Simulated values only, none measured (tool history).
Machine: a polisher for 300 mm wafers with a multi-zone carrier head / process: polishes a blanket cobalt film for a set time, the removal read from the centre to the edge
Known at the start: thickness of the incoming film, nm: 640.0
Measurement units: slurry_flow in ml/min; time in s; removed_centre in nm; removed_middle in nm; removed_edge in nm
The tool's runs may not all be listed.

Run 1, hour 0.0: slurry_flow 315 ml/min, centre_zone 1.00, middle_zone 1.00, edge_zone 1.00, time 41 s. Result: removed_centre 154.49 nm, removed_middle 159.26 nm, removed_edge 158.83 nm.
Run 2, hour 8.8: slurry_flow 315 ml/min, centre_zone 1.00, middle_zone 0.92, edge_zone 1.00, time 41 s. Result: removed_centre 157.87 nm, removed_middle 151.42 nm, removed_edge 160.65 nm.
Run 3, hour 15.3: slurry_flow 315 ml/min, centre_zone 0.94, middle_zone 0.92, edge_zone 1.00, time 41 s. Result: removed_centre 149.40 nm, removed_middle 154.17 nm, removed_edge 162.86 nm.
Run 4, hour 18.8: slurry_flow 325 ml/min, centre_zone 0.97, middle_zone 0.97, edge_zone 0.98, time 44 s. Result: removed_centre 164.76 nm, removed_middle 171.07 nm, removed_edge 169.23 nm.
Run 5, hour 26.8: slurry_flow 325 ml/min, centre_zone 0.97, middle_zone 0.97, edge_zone 0.98, time 36 s. Result: removed_centre 135.75 nm, removed_middle 139.68 nm, removed_edge 141.78 nm.
Run 6, hour 32.8: slurry_flow 335 ml/min, centre_zone 0.99, middle_zone 1.01, edge_zone 0.98, time 40 s. Result: removed_centre 151.00 nm, removed_middle 162.20 nm, removed_edge 153.66 nm.

Forecast run 7:
Run 7, hour 36.1: slurry_flow 340 ml/min, centre_zone 1.09, middle_zone 1.08, edge_zone 1.05, time 51 s. Result: removed_centre ?, removed_middle ?, removed_edge ?.

removed_centre: 219.05 nm
removed_middle: 212.63 nm
removed_edge: 202.36 nm
